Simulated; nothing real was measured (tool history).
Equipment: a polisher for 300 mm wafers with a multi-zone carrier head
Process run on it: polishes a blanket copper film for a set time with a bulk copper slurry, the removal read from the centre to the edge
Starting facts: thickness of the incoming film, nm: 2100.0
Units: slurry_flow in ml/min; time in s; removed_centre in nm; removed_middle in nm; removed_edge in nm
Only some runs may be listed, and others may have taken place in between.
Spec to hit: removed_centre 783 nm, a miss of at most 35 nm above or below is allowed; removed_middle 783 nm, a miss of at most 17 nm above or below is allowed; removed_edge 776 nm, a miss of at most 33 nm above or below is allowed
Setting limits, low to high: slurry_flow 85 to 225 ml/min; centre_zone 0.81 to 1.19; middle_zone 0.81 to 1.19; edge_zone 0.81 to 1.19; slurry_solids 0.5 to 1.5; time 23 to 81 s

run	hour	slurry_flow	centre_zone	middle_zone	edge_zone	slurry_solids	time	removed_centre	removed_middle	removed_edge
1	0	145	1	1	1	1	52	804.95	776.43	819.38
2	6.5	145	1	1	1.08	1	52	792.44	768.51	842.83
3	13.6	145	1.06	1	1.08	1	52	842.51	779.83	833
4	21.2	165	1.06	1	1.08	1	52	892.62	795.04	852
# hour 28.2: slurry nozzle cleaned
5	28.2	155	1.05	1.01	1.06	0.95	52	964.09	862.32	890.32
6	37	155	1.05	1.01	1.1	0.95	52	947.8	850.75	899.96
7	42.6	140	1.04	1.01	1.07	0.95	52	937.13	846.73	873.43
8	46.8	105	0.94	0.99	0.98	0.7	51	692.67	697.6	711.58
9	52.7	120	0.95	1	0.98	0.7	51	736.41	723.61	728.41

4 next moves are on the table. One of them brings every result within its allowed miss. Which?
A	58.6	155	1.02	0.94	1	0.6	50	?	?	?
B	58.6	145	0.95	1.02	0.98	0.65	54	?	?	?
C	58.6	150	0.88	1.03	1.01	0.85	48	?	?	?
D	58.6	150	1.02	1.1	0.98	0.55	53	?	?	?

move	removed_centre	removed_middle	removed_edge
A	746.27	682.24	710.55
B	761.52	778.44	774.38
C	687.52	762.38	764.3
D	762.15	751.43	718.98
A: its largest miss is bigger than the last run's
B: in spec on every target
C: gains on the last run, yet a result remains outside its allowed miss
D: gains on the last run, yet a result remains outside its allowed miss
Answer: B
